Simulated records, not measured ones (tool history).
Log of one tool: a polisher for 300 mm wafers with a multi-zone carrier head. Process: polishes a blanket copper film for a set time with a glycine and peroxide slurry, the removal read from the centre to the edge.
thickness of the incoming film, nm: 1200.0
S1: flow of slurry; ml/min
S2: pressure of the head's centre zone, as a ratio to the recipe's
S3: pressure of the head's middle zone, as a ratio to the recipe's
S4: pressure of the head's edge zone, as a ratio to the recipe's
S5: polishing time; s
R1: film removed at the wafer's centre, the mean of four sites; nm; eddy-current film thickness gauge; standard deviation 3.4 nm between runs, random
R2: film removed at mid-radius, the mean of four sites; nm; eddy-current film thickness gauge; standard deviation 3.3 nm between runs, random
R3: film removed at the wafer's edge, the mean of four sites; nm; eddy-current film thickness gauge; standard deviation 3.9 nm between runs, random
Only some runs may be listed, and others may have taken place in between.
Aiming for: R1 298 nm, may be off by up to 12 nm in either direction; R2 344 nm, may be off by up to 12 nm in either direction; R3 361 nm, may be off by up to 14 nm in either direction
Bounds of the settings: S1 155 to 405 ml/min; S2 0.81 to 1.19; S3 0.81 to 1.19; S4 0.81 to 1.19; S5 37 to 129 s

run 1 hour=0 | S1=260 S2=1 S3=1 S4=1 S5=83 | R1=400.46 R2=419.24 R3=404.31
run 2 hour=5.3 | S1=255 S2=0.97 S3=0.98 S4=0.99 S5=82 | R1=396.35 R2=398.45 R3=404.71
run 3 hour=6.7 | S1=255 S2=0.97 S3=1.05 S4=0.99 S5=82 | R1=393.83 R2=426.85 R3=396.34
run 4 hour=8.1 | S1=250 S2=0.94 S3=1.05 S4=1.01 S5=79 | R1=362.05 R2=410.83 R3=384.93
run 5 hour=16 | S1=245 S2=0.92 S3=1.04 S4=1.01 S5=78 | R1=348.95 R2=400.65 R3=376.26
run 6 hour=22.2 | S1=245 S2=0.92 S3=1.04 S4=1.05 S5=78 | R1=349.35 R2=398.73 R3=393.42
run 7 hour=25.6 | S1=240 S2=0.9 S3=1.03 S4=1.04 S5=77 | R1=340.08 R2=392.11 R3=383.81
run 8 hour=32.7 | S1=235 S2=0.88 S3=1.02 S4=1.04 S5=76 | R1=326.51 R2=383.63 R3=379.45
run 9 hour=38.7 | S1=230 S2=0.87 S3=1.01 S4=1.03 S5=75 | R1=319.37 R2=371.02 R3=373.01
run 10 hour=46.5 | S1=225 S2=0.86 S3=1 S4=1.03 S5=75 | R1=314.84 R2=370.99 R3=369.68
run 11 hour=51.9 | S1=220 S2=0.85 S3=0.99 S4=1.03 S5=75 | R1=308.93 R2=369.41 R3=361.35
run 12 hour=53.2 | S1=220 S2=0.85 S3=0.98 S4=1.04 S5=75 | R1=312.14 R2=363.37 R3=371.6
run 13 hour=56.2 | S1=215 S2=0.84 S3=0.97 S4=1.04 S5=75 | R1=303.52 R2=358.99 R3=367.83
run 14 hour=57.3 | S1=215 S2=0.84 S3=0.97 S4=1.04 S5=75 | R1=307.5 R2=358.13 R3=374.09
run 15 hour=64.6 | S1=210 S2=0.84 S3=0.97 S4=1.03 S5=75 | R1=299.29 R2=363.57 R3=368.49
run 16 hour=70.4 | S1=210 S2=0.84 S3=0.97 S4=1.03 S5=75 | R1=300.53 R2=359.53 R3=366.32

Below are 5 possible settings for the next run. Only one of them brings all results inside the allowed miss of their targets. Which is it?
run A hour=76.2 | S1=180 S2=0.81 S3=1.02 S4=1.01 S5=79 | R1=? R2=? R3=?
run B hour=76.2 | S1=175 S2=0.82 S3=1.02 S4=1.01 S5=79 | R1=? R2=? R3=?
run C hour=76.2 | S1=185 S2=0.82 S3=1.03 S4=0.98 S5=79 | R1=? R2=? R3=?
run D hour=76.2 | S1=170 S2=0.81 S3=1.03 S4=0.94 S5=81 | R1=? R2=? R3=?
run E hour=76.2 | S1=190 S2=0.87 S3=0.98 S4=1.11 S5=72 | R1=? R2=? R3=?

move=A R1=309.98 R2=386.41 R3=374.3
move=B R1=312.01 R2=384.69 R3=373.1
move=C R1=315.06 R2=391.24 R3=369.98
move=D R1=314.63 R2=395.92 R3=368.35
move=E R1=304.79 R2=343.1 R3=359.84
A: lands further from the targets than the last run did
B: lands further from the targets than the last run did
C: lands further from the targets than the last run did
D: lands further from the targets than the last run did
E: every result lands within tolerance
Answer: E

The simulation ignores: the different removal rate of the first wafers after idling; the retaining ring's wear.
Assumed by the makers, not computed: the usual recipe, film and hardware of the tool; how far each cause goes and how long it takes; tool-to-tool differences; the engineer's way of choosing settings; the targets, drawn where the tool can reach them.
